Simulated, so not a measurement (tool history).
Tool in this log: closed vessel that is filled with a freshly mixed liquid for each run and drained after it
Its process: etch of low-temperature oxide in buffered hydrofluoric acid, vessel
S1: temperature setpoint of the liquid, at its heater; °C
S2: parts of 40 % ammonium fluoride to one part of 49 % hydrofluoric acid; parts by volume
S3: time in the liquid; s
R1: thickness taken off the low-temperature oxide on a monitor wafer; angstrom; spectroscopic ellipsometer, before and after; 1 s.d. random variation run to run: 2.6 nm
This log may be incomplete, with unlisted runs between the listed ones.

Run 1, hour 0.0: S1 24.0 °C, S2 11 parts by volume, S3 95 s. Result: R1 4221.8 angstrom.
Run 2, hour 8.6: S1 24.0 °C, S2 11 parts by volume, S3 105 s. Result: R1 4665.6 angstrom.
Run 3, hour 12.2: S1 24.0 °C, S2 11 parts by volume, S3 105 s. Result: R1 4690.6 angstrom.
Run 4, hour 18.8: S1 24.0 °C, S2 8 parts by volume, S3 105 s. Result: R1 6187.5 angstrom.
Run 5, hour 24.9: S1 25.5 °C, S2 8 parts by volume, S3 105 s. Result: R1 6734.7 angstrom.
Run 6, hour 30.4: S1 24.0 °C, S2 8 parts by volume, S3 105 s. Result: R1 6233.8 angstrom.
Run 7, hour 36.0: S1 23.0 °C, S2 8 parts by volume, S3 105 s. Result: R1 5869.5 angstrom.

Run 8 has not been measured yet. What should we expect?
Run 8, hour 43.3: S1 23.0 °C, S2 8 parts by volume, S3 105 s. Result: R1 ?.

{"run 8": {"R1": 5901.9}}
